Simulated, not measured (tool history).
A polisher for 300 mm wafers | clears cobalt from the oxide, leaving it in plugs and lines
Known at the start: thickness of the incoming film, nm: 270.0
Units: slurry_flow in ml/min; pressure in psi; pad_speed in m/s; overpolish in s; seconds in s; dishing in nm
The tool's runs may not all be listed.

Run 1, hour 0.0: slurry_flow 205 ml/min, pressure 2.2 psi, pad_speed 1.08 m/s, overpolish 10 s. Result: seconds 52.805 s, dishing 37.858 nm.
Run 2, hour 2.3: slurry_flow 215 ml/min, pressure 2.5 psi, pad_speed 1.08 m/s, overpolish 9 s. Result: seconds 46.110 s, dishing 38.392 nm.
Run 3, hour 3.3: slurry_flow 220 ml/min, pressure 2.8 psi, pad_speed 1.08 m/s, overpolish 9 s. Result: seconds 41.825 s, dishing 40.667 nm.
Run 4, hour 12.1: slurry_flow 220 ml/min, pressure 2.8 psi, pad_speed 1.30 m/s, overpolish 9 s. Result: seconds 36.332 s, dishing 44.961 nm.
Run 5, hour 14.3: slurry_flow 220 ml/min, pressure 2.9 psi, pad_speed 1.30 m/s, overpolish 9 s. Result: seconds 34.699 s, dishing 46.330 nm.
Run 6, hour 20.7: slurry_flow 220 ml/min, pressure 3.0 psi, pad_speed 1.30 m/s, overpolish 9 s. Result: seconds 33.889 s, dishing 46.877 nm.

The next listed run, before its measurement:
Run 7, hour 25.0: slurry_flow 225 ml/min, pressure 3.0 psi, pad_speed 1.30 m/s, overpolish 9 s. Result: seconds ?, dishing ?.

Run 7 gave seconds 33.038 s, dishing 46.763 nm.
